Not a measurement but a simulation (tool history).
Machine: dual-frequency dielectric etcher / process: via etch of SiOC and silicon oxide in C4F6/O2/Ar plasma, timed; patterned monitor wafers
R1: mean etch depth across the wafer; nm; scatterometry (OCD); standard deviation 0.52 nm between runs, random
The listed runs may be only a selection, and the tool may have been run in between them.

{"run": 1, "hour": 0.0, "source power (W)": 370, "bias power (W)": 186, "etch time (s)": 100.5, "R1": 106.59}
{"run": 2, "hour": 4.2, "source power (W)": 320, "bias power (W)": 167, "etch time (s)": 100.5, "R1": 95.869}
{"run": 3, "hour": 10.6, "source power (W)": 320, "bias power (W)": 167, "etch time (s)": 100.5, "R1": 96.303}
{"run": 4, "hour": 17.8, "source power (W)": 260, "bias power (W)": 167, "etch time (s)": 100.5, "R1": 88.451}
{"run": 5, "hour": 20.1, "source power (W)": 250, "bias power (W)": 164, "etch time (s)": 100.5, "R1": 85.718}
{"run": 6, "hour": 21.8, "source power (W)": 280, "bias power (W)": 164, "etch time (s)": 100.5, "R1": 91.638}

Run 7 has not been measured yet. What should we expect?
{"run": 7, "hour": 22.6, "source power (W)": 260, "bias power (W)": 157, "etch time (s)": 100.5, "R1": "?"}

R1: 87.122 nm
